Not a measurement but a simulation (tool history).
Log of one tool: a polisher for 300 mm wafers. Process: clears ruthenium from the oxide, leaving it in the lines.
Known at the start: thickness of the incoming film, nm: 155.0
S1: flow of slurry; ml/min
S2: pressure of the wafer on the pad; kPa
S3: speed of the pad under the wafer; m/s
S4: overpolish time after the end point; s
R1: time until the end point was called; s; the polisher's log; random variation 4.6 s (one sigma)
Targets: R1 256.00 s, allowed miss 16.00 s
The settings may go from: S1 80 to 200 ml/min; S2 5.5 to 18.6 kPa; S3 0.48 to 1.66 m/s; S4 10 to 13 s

run	hour	S1	S2	S3	S4	R1
1	0.0	130	11.7	1.06	13	181.90
2	1.1	130	11.7	1.16	13	164.42
3	6.1	160	11.7	1.16	13	150.00
4	13.1	160	11.7	1.44	13	124.60
# hour 20.0: head pressure recalibrated
5	20.0	150	9.7	1.40	13	153.29
6	27.3	135	9.7	1.40	13	151.65
7	32.9	135	8.3	1.32	13	189.03
8	41.3	130	5.5	1.28	13	281.14

Which of these 5 next moves meets every target?
A	49.7	130	5.5	1.26	13	?
B	49.7	145	5.5	1.42	13	?
C	49.7	130	5.5	1.22	13	?
D	49.7	110	7.6	1.30	13	?
E	49.7	105	7.6	0.98	10	?

move	R1
A	288.69
B	251.23
C	297.91
D	215.55
E	287.21
A: further off than the last run
B: meets every target
C: further off than the last run
D: takes the result that was furthest off past its target
E: further off than the last run
The right move is B.

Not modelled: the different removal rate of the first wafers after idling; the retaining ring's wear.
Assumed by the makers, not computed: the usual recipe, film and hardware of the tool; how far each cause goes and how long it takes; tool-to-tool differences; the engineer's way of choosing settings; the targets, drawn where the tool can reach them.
